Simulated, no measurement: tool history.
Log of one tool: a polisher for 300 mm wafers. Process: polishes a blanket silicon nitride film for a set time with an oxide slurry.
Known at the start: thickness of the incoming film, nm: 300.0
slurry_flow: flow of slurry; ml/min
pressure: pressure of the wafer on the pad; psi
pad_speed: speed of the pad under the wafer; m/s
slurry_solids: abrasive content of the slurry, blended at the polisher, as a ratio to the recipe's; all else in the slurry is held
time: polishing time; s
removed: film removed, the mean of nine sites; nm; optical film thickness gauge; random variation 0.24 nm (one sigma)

{"run": 1, "hour": 0.0, "slurry_flow": 315, "pressure": 3.5, "pad_speed": 0.96, "slurry_solids": 1.0, "time": 24, "removed": 13.263}
{"run": 2, "hour": 7.9, "slurry_flow": 315, "pressure": 4.1, "pad_speed": 0.98, "slurry_solids": 1.0, "time": 24, "removed": 15.889}
{"run": 3, "hour": 12.3, "slurry_flow": 315, "pressure": 4.1, "pad_speed": 0.98, "slurry_solids": 1.0, "time": 24, "removed": 15.976}
{"run": 4, "hour": 20.1, "slurry_flow": 315, "pressure": 4.5, "pad_speed": 0.98, "slurry_solids": 1.0, "time": 24, "removed": 17.358}
{"run": 5, "hour": 21.4, "slurry_flow": 315, "pressure": 4.0, "pad_speed": 0.98, "slurry_solids": 1.0, "time": 24, "removed": 15.573}
{"run": 6, "hour": 25.2, "slurry_flow": 315, "pressure": 4.5, "pad_speed": 1.0, "slurry_solids": 1.0, "time": 24, "removed": 17.519}
{"run": 7, "hour": 28.4, "slurry_flow": 315, "pressure": 4.8, "pad_speed": 1.02, "slurry_solids": 1.0, "time": 24, "removed": 18.669}
{"run": 8, "hour": 35.2, "slurry_flow": 315, "pressure": 5.0, "pad_speed": 1.06, "slurry_solids": 1.0, "time": 24, "removed": 20.462}
{"run": 9, "hour": 42.6, "slurry_flow": 315, "pressure": 5.1, "pad_speed": 1.08, "slurry_solids": 1.0, "time": 24, "removed": 21.174}
{"run": 10, "hour": 47.5, "slurry_flow": 315, "pressure": 5.2, "pad_speed": 1.08, "slurry_solids": 1.0, "time": 24, "removed": 21.642}

The next listed run, before its measurement:
{"run": 11, "hour": 50.9, "slurry_flow": 315, "pressure": 5.3, "pad_speed": 1.08, "slurry_solids": 1.0, "time": 24, "removed": "?"}

{"run 11": {"removed": 21.765}}
